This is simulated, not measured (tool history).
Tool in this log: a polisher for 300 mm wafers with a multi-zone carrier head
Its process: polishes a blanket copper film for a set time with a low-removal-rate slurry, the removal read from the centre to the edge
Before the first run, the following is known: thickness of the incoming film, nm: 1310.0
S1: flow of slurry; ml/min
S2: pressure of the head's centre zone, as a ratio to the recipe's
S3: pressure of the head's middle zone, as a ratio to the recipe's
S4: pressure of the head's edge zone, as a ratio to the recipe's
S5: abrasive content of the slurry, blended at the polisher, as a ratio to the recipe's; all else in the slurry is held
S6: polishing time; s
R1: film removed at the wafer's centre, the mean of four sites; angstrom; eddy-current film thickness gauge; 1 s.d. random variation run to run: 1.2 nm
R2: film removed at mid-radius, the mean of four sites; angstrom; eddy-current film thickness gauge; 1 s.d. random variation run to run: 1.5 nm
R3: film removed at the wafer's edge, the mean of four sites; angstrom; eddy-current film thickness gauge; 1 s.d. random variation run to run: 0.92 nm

| run | hour | S1 | S2 | S3 | S4 | S5 | S6 | R1 | R2 | R3 |
|---|---|---|---|---|---|---|---|---|---|---|
| 1 | 0 | 160 | 1 | 1 | 1 | 1 | 42 | 1373.6 | 1227.7 | 1218.8 |
| 2 | 8.3 | 160 | 1 | 0.95 | 1 | 1 | 42 | 1374.3 | 1185.8 | 1228.2 |
| 3 | 11.2 | 160 | 1 | 1.03 | 1 | 1 | 42 | 1373.4 | 1222.2 | 1217.3 |
| 4 | 14.8 | 160 | 1 | 1.03 | 1 | 1 | 37 | 1218.1 | 1111.7 | 1074.2 |
| 5 | 17 | 160 | 1 | 1.1 | 1 | 1 | 37 | 1214.6 | 1157.5 | 1076.9 |
| 6 | 22 | 160 | 1 | 1.1 | 1 | 1.1 | 37 | 1234.3 | 1161.3 | 1092.5 |
| 7 | 25.3 | 180 | 1.02 | 1.08 | 1.05 | 1.15 | 37 | 1316.4 | 1207.6 | 1153.1 |
|  | 27 | centre zone pressure recalibrated |
| 8 | 27 | 195 | 1.03 | 1.04 | 1.08 | 1.15 | 37 | 1255.5 | 1180.8 | 1160.4 |
| 9 | 29.8 | 190 | 1.07 | 1.02 | 1.1 | 1.25 | 37 | 1316.7 | 1177.3 | 1217.2 |

Expected results for the next run?
| 10 | 31.3 | 195 | 1.11 | 1.02 | 1.1 | 1.25 | 37 | ? | ? | ? |

{"run 10": {"R1": 1386.4, "R2": 1202.9, "R3": 1200.3}}
